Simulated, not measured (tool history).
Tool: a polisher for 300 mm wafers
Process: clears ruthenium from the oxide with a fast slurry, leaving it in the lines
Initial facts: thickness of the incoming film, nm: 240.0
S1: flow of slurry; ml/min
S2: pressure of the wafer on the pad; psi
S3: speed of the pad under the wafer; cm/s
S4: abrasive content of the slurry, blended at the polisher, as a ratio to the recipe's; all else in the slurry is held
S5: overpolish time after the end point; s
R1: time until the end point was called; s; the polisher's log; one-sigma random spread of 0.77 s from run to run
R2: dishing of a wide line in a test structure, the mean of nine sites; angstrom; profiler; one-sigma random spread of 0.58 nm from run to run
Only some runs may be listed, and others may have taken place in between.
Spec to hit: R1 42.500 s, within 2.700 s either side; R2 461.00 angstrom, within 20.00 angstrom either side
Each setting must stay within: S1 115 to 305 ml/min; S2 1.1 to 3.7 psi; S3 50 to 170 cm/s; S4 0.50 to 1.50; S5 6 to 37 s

{"run": 1, "day": 0.0, "S1": 195, "S2": 2.4, "S3": 110, "S4": 1.0, "S5": 19, "R1": 69.273, "R2": 548.35}
{"run": 2, "day": 0.05, "S1": 195, "S2": 2.6, "S3": 110, "S4": 1.0, "S5": 17, "R1": 60.221, "R2": 525.71}
{"run": 3, "day": 0.079, "S1": 195, "S2": 2.7, "S3": 110, "S4": 1.0, "S5": 16, "R1": 61.419, "R2": 510.94}
{"run": 4, "day": 0.179, "S1": 195, "S2": 2.7, "S3": 110, "S4": 1.2, "S5": 16, "R1": 56.458, "R2": 555.3}
{"run": 5, "day": 0.312, "S1": 195, "S2": 3.2, "S3": 110, "S4": 1.2, "S5": 16, "R1": 48.265, "R2": 634.97}
{"run": 6, "day": 0.346, "S1": 195, "S2": 3.2, "S3": 110, "S4": 1.3, "S5": 16, "R1": 45.208, "R2": 650.01}
{"run": 7, "day": 0.571, "S1": 200, "S2": 3.2, "S3": 110, "S4": 1.3, "S5": 15, "R1": 46.329, "R2": 629.25}
{"run": 8, "day": 0.933, "S1": 200, "S2": 3.3, "S3": 110, "S4": 1.3, "S5": 14, "R1": 43.444, "R2": 589.73}
{"run": 9, "day": 1.108, "S1": 200, "S2": 3.3, "S3": 110, "S4": 1.3, "S5": 13, "R1": 45.358, "R2": 560.74}
{"run": 10, "day": 1.475, "S1": 200, "S2": 3.4, "S3": 110, "S4": 1.3, "S5": 12, "R1": 43.299, "R2": 551.36}
{"run": 11, "day": 1.658, "S1": 210, "S2": 3.5, "S3": 108, "S4": 1.3, "S5": 7, "R1": 43.148, "R2": 337.77}
{"run": 12, "day": 1.904, "S1": 155, "S2": 3.2, "S3": 126, "S4": 1.3, "S5": 9, "R1": 40.995, "R2": 416.92}

Which one of the following 5 next-run settings gets every result inside its allowed miss? There is exactly one.
{"run": "A", "day": 2.15, "S1": 180, "S2": 3.2, "S3": 128, "S4": 1.15, "S5": 10, "R1": "?", "R2": "?"}
{"run": "B", "day": 2.15, "S1": 120, "S2": 3.7, "S3": 88, "S4": 1.15, "S5": 11, "R1": "?", "R2": "?"}
{"run": "C", "day": 2.15, "S1": 195, "S2": 2.7, "S3": 116, "S4": 1.4, "S5": 12, "R1": "?", "R2": "?"}
{"run": "D", "day": 2.15, "S1": 135, "S2": 3.1, "S3": 112, "S4": 1.25, "S5": 10, "R1": "?", "R2": "?"}
{"run": "E", "day": 2.15, "S1": 145, "S2": 3.3, "S3": 110, "S4": 1.1, "S5": 10, "R1": "?", "R2": "?"}

move=A R1=42.845 R2=455.06
move=B R1=50.745 R2=425.69
move=C R1=49.976 R2=466.80
move=D R1=48.400 R2=407.54
move=E R1=48.424 R2=407.35
A: all results land within tolerance of their targets
B: lands further from the targets than the last run did
C: brings the result that was furthest off to its target, and leaves another outside
D: lands further from the targets than the last run did
E: lands further from the targets than the last run did
The right move is A.

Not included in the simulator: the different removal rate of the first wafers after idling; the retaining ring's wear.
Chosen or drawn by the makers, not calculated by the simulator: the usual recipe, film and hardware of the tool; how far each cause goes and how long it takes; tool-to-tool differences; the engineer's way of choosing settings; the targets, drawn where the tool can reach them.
